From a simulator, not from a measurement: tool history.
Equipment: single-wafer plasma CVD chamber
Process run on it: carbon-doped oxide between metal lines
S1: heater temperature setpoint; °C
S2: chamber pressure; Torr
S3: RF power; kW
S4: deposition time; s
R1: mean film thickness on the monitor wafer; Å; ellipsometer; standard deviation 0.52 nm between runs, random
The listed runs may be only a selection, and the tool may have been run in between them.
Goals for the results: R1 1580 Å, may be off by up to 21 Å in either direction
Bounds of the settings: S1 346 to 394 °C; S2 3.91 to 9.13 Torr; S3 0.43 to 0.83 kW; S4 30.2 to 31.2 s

run 1 hour=0 | S1=370 S2=6.52 S3=0.63 S4=30.2 | R1=1689.7
run 2 hour=7.1 | S1=370 S2=7.03 S3=0.63 S4=30.2 | R1=1689.9
run 3 hour=13.3 | S1=362 S2=7.03 S3=0.63 S4=30.2 | R1=1729.3
run 4 hour=15.5 | S1=362 S2=7.03 S3=0.63 S4=30.2 | R1=1727.6
run 5 hour=23.9 | S1=362 S2=7.03 S3=0.69 S4=30.2 | R1=1792
run 6 hour=27.8 | S1=362 S2=7.03 S3=0.735 S4=30.2 | R1=1852.6
run 7 hour=32.1 | S1=366 S2=6.77 S3=0.7 S4=30.2 | R1=1784.2
run 8 hour=34.8 | S1=366 S2=6.77 S3=0.7 S4=30.2 | R1=1789.3
run 9 hour=41.7 | S1=370 S2=6.59 S3=0.67 S4=30.2 | R1=1736
run 10 hour=43.4 | S1=373 S2=6.47 S3=0.65 S4=30.2 | R1=1697.3
run 11 hour=46.6 | S1=376 S2=6.35 S3=0.635 S4=30.2 | R1=1666.8
run 12 hour=49.1 | S1=378 S2=6.24 S3=0.625 S4=30.2 | R1=1652.7
run 13 hour=57.2 | S1=380 S2=6.16 S3=0.615 S4=30.2 | R1=1639.2
run 14 hour=62.4 | S1=381 S2=6.09 S3=0.605 S4=30.2 | R1=1617.5
run 15 hour=68.5 | S1=382 S2=6.02 S3=0.6 S4=30.2 | R1=1604.3
run 16 hour=75.4 | S1=383 S2=5.97 S3=0.6 S4=30.2 | R1=1602.2

Consider the 4 candidate settings below. Which is the only one whose results all fall within their allowed miss of target?
run A hour=82.3 | S1=388 S2=6.04 S3=0.55 S4=31.2 | R1=?
run B hour=82.3 | S1=388 S2=4.71 S3=0.645 S4=30.6 | R1=?
run C hour=82.3 | S1=391 S2=6.25 S3=0.625 S4=30.4 | R1=?
run D hour=82.3 | S1=385 S2=6.6 S3=0.615 S4=30.2 | R1=?

move=A R1=1582.3
move=B R1=1621.5
move=C R1=1624.9
move=D R1=1624.3
A: all results in spec
B: lands further from the targets than the last run did
C: lands further from the targets than the last run did
D: lands further from the targets than the last run did
The move that meets every target is A.
